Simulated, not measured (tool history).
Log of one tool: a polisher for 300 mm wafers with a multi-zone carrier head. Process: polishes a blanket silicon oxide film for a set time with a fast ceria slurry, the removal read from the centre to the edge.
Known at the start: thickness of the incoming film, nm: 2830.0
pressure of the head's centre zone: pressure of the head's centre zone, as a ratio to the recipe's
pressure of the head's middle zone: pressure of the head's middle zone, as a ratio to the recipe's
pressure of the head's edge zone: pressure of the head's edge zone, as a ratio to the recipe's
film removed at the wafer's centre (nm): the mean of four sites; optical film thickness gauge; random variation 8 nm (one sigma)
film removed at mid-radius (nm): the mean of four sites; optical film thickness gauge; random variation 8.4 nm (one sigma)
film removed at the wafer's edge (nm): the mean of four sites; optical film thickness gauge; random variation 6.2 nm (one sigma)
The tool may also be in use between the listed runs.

run,hour,flow of slurry (ml/min),pressure of the head's centre zone,pressure of the head's middle zone,pressure of the head's edge zone,polishing time (s),film removed at the wafer's centre (nm),film removed at mid-radius (nm),film removed at the wafer's edge (nm)
1,0,295,1,1,1,41,601.97,600.3,600.68
2,6.6,300,0.98,0.99,1.05,43,616.36,628.94,645.47
3,9.7,300,0.98,0.99,0.97,43,621.75,632.85,615.01
4,14.3,300,0.98,0.99,0.97,51,720.75,746.92,736.09
5,18.7,300,0.98,0.99,1.01,51,736.39,751.23,750
6,26.9,300,0.94,0.99,1.01,51,707.33,752.06,748.9

Forecast run 7:
7,34.8,300,0.94,0.99,1.01,51,?,?,?

{"run 7": {"film removed at the wafer's centre (nm)": 702.54, "film removed at mid-radius (nm)": 753.59, "film removed at the wafer's edge (nm)": 746.74}}
